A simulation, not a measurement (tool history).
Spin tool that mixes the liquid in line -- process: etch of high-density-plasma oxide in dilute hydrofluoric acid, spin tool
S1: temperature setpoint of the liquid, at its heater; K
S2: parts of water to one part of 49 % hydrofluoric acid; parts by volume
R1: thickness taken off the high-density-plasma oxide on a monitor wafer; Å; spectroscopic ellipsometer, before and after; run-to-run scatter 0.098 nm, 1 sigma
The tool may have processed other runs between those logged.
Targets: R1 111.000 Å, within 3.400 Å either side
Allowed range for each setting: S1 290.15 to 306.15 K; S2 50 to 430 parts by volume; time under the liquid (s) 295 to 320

run 1 hour=0.0 | S1=298.15 S2=240 time_under_the_liquid_(s)=295 | R1=59.479
run 2 hour=8.3 | S1=300.15 S2=220 time_under_the_liquid_(s)=295 | R1=71.669
run 3 hour=10.3 | S1=298.65 S2=220 time_under_the_liquid_(s)=295 | R1=68.053
run 4 hour=12.5 | S1=300.65 S2=205 time_under_the_liquid_(s)=295 | R1=79.436
-- hour=13.2 hydrofluoric acid flow meter replaced
run 5 hour=13.2 | S1=302.15 S2=195 time_under_the_liquid_(s)=295 | R1=77.441
run 6 hour=19.0 | S1=302.15 S2=195 time_under_the_liquid_(s)=320 | R1=84.322
run 7 hour=25.2 | S1=302.15 S2=175 time_under_the_liquid_(s)=320 | R1=96.105
run 8 hour=27.5 | S1=302.15 S2=165 time_under_the_liquid_(s)=320 | R1=102.390

Which one of the following 4 next-run settings gets every result inside its allowed miss? There is exactly one.
run A hour=29.8 | S1=303.15 S2=150 time_under_the_liquid_(s)=300 | R1=?
run B hour=29.8 | S1=300.65 S2=175 time_under_the_liquid_(s)=320 | R1=?
run C hour=29.8 | S1=300.15 S2=150 time_under_the_liquid_(s)=310 | R1=?
run D hour=29.8 | S1=301.65 S2=160 time_under_the_liquid_(s)=320 | R1=?

move=A R1=111.370
move=B R1=90.172
move=C R1=103.140
move=D R1=104.160
A: all results land within tolerance of their targets
B: misses by more than the last run did
C: gains on the last run, yet a result remains outside its allowed miss
D: gains on the last run, yet a result remains outside its allowed miss
Go with A: it meets all targets.
